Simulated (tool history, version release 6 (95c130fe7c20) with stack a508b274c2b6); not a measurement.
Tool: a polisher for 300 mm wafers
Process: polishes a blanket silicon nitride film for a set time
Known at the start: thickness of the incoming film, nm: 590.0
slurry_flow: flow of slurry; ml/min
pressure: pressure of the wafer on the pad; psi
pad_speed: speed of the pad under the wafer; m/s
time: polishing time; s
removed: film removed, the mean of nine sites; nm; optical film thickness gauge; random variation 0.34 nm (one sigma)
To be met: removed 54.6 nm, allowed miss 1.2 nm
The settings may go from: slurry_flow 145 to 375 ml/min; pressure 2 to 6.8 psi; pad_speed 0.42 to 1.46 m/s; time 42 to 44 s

Run 1, hour 0: slurry_flow 240 ml/min, pressure 4.4 psi, pad_speed 0.94 m/s, time 42 s. Result: removed 67.997 nm.
Run 2, hour 3.5: slurry_flow 235 ml/min, pressure 4.1 psi, pad_speed 0.94 m/s, time 42 s. Result: removed 64.52 nm.
Run 3, hour 6.3: slurry_flow 235 ml/min, pressure 3.9 psi, pad_speed 0.94 m/s, time 42 s. Result: removed 61.085 nm.
Run 4, hour 11.7: slurry_flow 230 ml/min, pressure 3.8 psi, pad_speed 0.94 m/s, time 42 s. Result: removed 59.559 nm.
At hour 15.4: slurry nozzle cleaned.
Run 5, hour 15.4: slurry_flow 225 ml/min, pressure 3.7 psi, pad_speed 0.94 m/s, time 42 s. Result: removed 62.374 nm.
Run 6, hour 21.2: slurry_flow 250 ml/min, pressure 3.6 psi, pad_speed 0.94 m/s, time 42 s. Result: removed 61.517 nm.
Run 7, hour 29.5: slurry_flow 230 ml/min, pressure 3.6 psi, pad_speed 0.94 m/s, time 42 s. Result: removed 60.478 nm.
Run 8, hour 36.6: slurry_flow 225 ml/min, pressure 3.4 psi, pad_speed 0.94 m/s, time 42 s. Result: removed 57.314 nm.

4 next moves are on the table. One of them brings every result within its allowed miss. Which?
Run A, hour 43.7: slurry_flow 280 ml/min, pressure 2.7 psi, pad_speed 1.22 m/s, time 42 s. Result: removed ?.
Run B, hour 43.7: slurry_flow 285 ml/min, pressure 2.7 psi, pad_speed 1.18 m/s, time 44 s. Result: removed ?.
Run C, hour 43.7: slurry_flow 170 ml/min, pressure 3.3 psi, pad_speed 0.96 m/s, time 42 s. Result: removed ?.
Run D, hour 43.7: slurry_flow 225 ml/min, pressure 3.3 psi, pad_speed 1 m/s, time 42 s. Result: removed ?.

move  removed
   A   59.619
   B   60.923
   C   54.655
   D   58.982
A: further off than the last run
B: further off than the last run
C: meets every target
D: further off than the last run
Move C is the one to make.

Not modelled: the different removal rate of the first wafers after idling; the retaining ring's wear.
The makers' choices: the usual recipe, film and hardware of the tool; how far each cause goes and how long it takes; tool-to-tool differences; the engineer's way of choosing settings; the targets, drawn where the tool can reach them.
